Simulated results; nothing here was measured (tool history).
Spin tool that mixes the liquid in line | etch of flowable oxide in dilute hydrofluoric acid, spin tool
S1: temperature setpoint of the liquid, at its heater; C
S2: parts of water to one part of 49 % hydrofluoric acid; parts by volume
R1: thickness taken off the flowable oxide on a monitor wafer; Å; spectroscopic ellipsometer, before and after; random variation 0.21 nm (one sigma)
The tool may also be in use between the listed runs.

{"run": 1, "hour": 0.0, "S1": 25.0, "S2": 130, "time under the liquid (s)": 90, "R1": 273.17}
{"run": 2, "hour": 4.3, "S1": 26.5, "S2": 120, "time under the liquid (s)": 90, "R1": 315.22}
{"run": 3, "hour": 12.7, "S1": 27.5, "S2": 110, "time under the liquid (s)": 90, "R1": 362.67}
{"run": 4, "hour": 16.5, "S1": 27.5, "S2": 130, "time under the liquid (s)": 90, "R1": 301.42}
{"run": 5, "hour": 22.6, "S1": 25.0, "S2": 130, "time under the liquid (s)": 90, "R1": 271.88}
{"run": 6, "hour": 25.2, "S1": 25.0, "S2": 150, "time under the liquid (s)": 90, "R1": 231.78}
{"hour": 34.0, "done": "thermometer replaced"}
{"run": 7, "hour": 34.0, "S1": 26.5, "S2": 135, "time under the liquid (s)": 90, "R1": 256.13}
{"run": 8, "hour": 38.2, "S1": 30.0, "S2": 85, "time under the liquid (s)": 95, "R1": 523.27}

Run 9 comes next. What will it give?
{"run": 9, "hour": 44.1, "S1": 30.5, "S2": 85, "time under the liquid (s)": 95, "R1": "?"}

{"run 9": {"R1": 532.55}}
